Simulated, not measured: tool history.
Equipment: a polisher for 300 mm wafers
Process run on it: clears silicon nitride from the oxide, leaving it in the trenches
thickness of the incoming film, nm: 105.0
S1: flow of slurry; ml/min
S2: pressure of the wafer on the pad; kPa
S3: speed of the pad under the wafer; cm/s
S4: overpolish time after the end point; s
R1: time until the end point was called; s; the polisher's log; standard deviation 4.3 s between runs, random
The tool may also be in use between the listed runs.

Run 1, day 0: S1 300 ml/min, S2 19.3 kPa, S3 104 cm/s, S4 4 s. Result: R1 136.11 s.
Run 2, day 0.212: S1 300 ml/min, S2 19.3 kPa, S3 104 cm/s, S4 4 s. Result: R1 140.63 s.
Run 3, day 0.325: S1 300 ml/min, S2 16.5 kPa, S3 96 cm/s, S4 4 s. Result: R1 170.59 s.
Run 4, day 0.571: S1 300 ml/min, S2 16.5 kPa, S3 96 cm/s, S4 4 s. Result: R1 170.3 s.
Run 5, day 0.792: S1 300 ml/min, S2 16.5 kPa, S3 86 cm/s, S4 4 s. Result: R1 192.38 s.
Run 6, day 0.871: S1 300 ml/min, S2 14.5 kPa, S3 82 cm/s, S4 4 s. Result: R1 225.64 s.
Run 7, day 1.038: S1 300 ml/min, S2 13.1 kPa, S3 80 cm/s, S4 4 s. Result: R1 253.07 s.
Run 8, day 1.379: S1 300 ml/min, S2 11.7 kPa, S3 80 cm/s, S4 4 s. Result: R1 281.97 s.

Predict the results of run 9:
Run 9, day 1.612: S1 300 ml/min, S2 11 kPa, S3 80 cm/s, S4 4 s. Result: R1 ?.

Run 9 measured R1 302.41 s.
